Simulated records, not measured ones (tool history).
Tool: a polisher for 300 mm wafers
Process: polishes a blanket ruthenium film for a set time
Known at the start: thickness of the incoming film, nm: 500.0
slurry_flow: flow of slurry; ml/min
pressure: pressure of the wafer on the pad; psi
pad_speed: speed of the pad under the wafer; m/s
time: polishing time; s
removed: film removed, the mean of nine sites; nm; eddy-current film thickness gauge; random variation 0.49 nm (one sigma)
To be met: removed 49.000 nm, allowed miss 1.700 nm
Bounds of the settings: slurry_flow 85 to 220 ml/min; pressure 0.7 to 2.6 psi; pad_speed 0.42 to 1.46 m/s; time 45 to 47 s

run 1 hour=0.0 | slurry_flow=140 pressure=1.6 pad_speed=0.94 time=45 | removed=39.522
run 2 hour=2.1 | slurry_flow=140 pressure=1.6 pad_speed=0.72 time=45 | removed=33.061
run 3 hour=8.4 | slurry_flow=145 pressure=1.7 pad_speed=0.72 time=45 | removed=34.797
run 4 hour=15.6 | slurry_flow=145 pressure=1.8 pad_speed=0.72 time=45 | removed=36.008
run 5 hour=23.6 | slurry_flow=145 pressure=1.9 pad_speed=0.72 time=45 | removed=37.933
run 6 hour=25.2 | slurry_flow=145 pressure=1.9 pad_speed=0.62 time=45 | removed=34.723
run 7 hour=33.6 | slurry_flow=150 pressure=2.0 pad_speed=0.62 time=45 | removed=35.574
run 8 hour=37.0 | slurry_flow=150 pressure=2.1 pad_speed=0.64 time=45 | removed=36.699
run 9 hour=40.2 | slurry_flow=150 pressure=2.2 pad_speed=0.68 time=45 | removed=39.959
run 10 hour=46.7 | slurry_flow=150 pressure=2.3 pad_speed=0.70 time=45 | removed=41.966
run 11 hour=51.0 | slurry_flow=150 pressure=2.4 pad_speed=0.72 time=45 | removed=43.769
run 12 hour=58.0 | slurry_flow=150 pressure=2.4 pad_speed=0.74 time=45 | removed=45.094
run 13 hour=61.4 | slurry_flow=150 pressure=2.4 pad_speed=0.74 time=45 | removed=44.968
run 14 hour=69.7 | slurry_flow=155 pressure=2.5 pad_speed=0.74 time=45 | removed=45.027

Which of these 5 next moves meets every target?
run A hour=78.0 | slurry_flow=120 pressure=2.3 pad_speed=0.74 time=46 | removed=?
run B hour=78.0 | slurry_flow=215 pressure=2.0 pad_speed=0.96 time=45 | removed=?
run C hour=78.0 | slurry_flow=155 pressure=2.1 pad_speed=0.74 time=45 | removed=?
run D hour=78.0 | slurry_flow=145 pressure=2.5 pad_speed=0.62 time=45 | removed=?
run E hour=78.0 | slurry_flow=140 pressure=2.5 pad_speed=0.72 time=45 | removed=?

move=A removed=43.351
move=B removed=50.188
move=C removed=41.754
move=D removed=41.805
move=E removed=45.453
A: further off than the last run
B: meets every target
C: further off than the last run
D: further off than the last run
E: nearer than the last run, and not there yet
Answer: B

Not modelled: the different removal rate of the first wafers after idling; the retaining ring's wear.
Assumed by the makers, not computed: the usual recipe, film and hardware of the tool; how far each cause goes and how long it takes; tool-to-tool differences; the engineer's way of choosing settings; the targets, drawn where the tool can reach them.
